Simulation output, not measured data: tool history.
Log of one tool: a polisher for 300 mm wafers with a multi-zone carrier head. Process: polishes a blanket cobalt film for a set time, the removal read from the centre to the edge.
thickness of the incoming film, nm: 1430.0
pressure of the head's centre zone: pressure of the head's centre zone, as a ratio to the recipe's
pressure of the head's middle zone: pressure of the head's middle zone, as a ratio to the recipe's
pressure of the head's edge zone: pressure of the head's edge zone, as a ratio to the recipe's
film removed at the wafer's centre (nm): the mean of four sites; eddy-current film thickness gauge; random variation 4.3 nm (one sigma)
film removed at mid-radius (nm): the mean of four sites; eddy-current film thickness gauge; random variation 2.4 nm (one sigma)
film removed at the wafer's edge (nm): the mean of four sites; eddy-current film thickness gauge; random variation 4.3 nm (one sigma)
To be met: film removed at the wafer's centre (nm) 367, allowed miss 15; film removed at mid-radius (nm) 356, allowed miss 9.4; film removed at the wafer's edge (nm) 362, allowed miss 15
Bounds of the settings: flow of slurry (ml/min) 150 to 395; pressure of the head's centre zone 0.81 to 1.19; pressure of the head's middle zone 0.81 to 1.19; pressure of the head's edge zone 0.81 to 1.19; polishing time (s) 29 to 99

run  hour  flow of slurry (ml/min)  pressure of the head's centre zone  pressure of the head's middle zone  pressure of the head's edge zone  polishing time (s)  film removed at the wafer's centre (nm)  film removed at mid-radius (nm)  film removed at the wafer's edge (nm)
  1     0                      250                                   1                                   1                                 1                  64                                   407.15                           403.89                                 414.39
  2   4.5                      250                                   1                                0.94                                 1                  64                                   399.45                           387.78                                 402.48
  3  11.9                      245                                   1                                0.93                              0.99                  64                                   404.54                           381.53                                 412.59
  4  18.7                      250                                   1                                0.94                              0.98                  63                                   401.81                            372.5                                 407.73
  5  23.4                      245                                1.01                                0.95                              0.99                  62                                   393.66                           376.76                                 396.75
  6  30.4                      245                                0.93                                0.95                              0.99                  62                                    365.3                           374.45                                 383.77
  7  32.8                      245                                0.93                                0.95                              0.97                  62                                   360.67                            374.2                                 391.54
  8    41                      245                                0.94                                0.95                              0.98                  61                                   360.26                           367.91                                 385.38
  9    44                      250                                0.95                                0.96                              0.98                  60                                   362.28                           369.53                                 381.41

5 next moves are on the table. One of them brings every result within its allowed miss. Which?
  A    47                      255                                0.88                                0.91                              1.03                  61                                        ?                                ?                                      ?
  B    47                      275                                1.05                                1.02                              1.05                  55                                        ?                                ?                                      ?
  C    47                      260                                1.01                                1.05                              1.04                  51                                        ?                                ?                                      ?
  D    47                      150                                0.85                                0.83                              0.83                  75                                        ?                                ?                                      ?
  E    47                      270                                1.03                                1.02                              0.94                  51                                        ?                                ?                                      ?

move  film removed at the wafer's centre (nm)  film removed at mid-radius (nm)  film removed at the wafer's edge (nm)
   A                                   344.09                           355.09                                 395.78
   B                                   374.27                           355.22                                  362.2
   C                                   331.44                           335.43                                 332.45
   D                                   367.98                           368.77                                 411.37
   E                                   339.63                           328.77                                 317.91
A: brings the result that was furthest off to its target, and leaves another outside
B: meets every target
C: takes the result that was furthest off past its target
D: further off than the last run
E: takes the result that was furthest off past its target
Answer: B
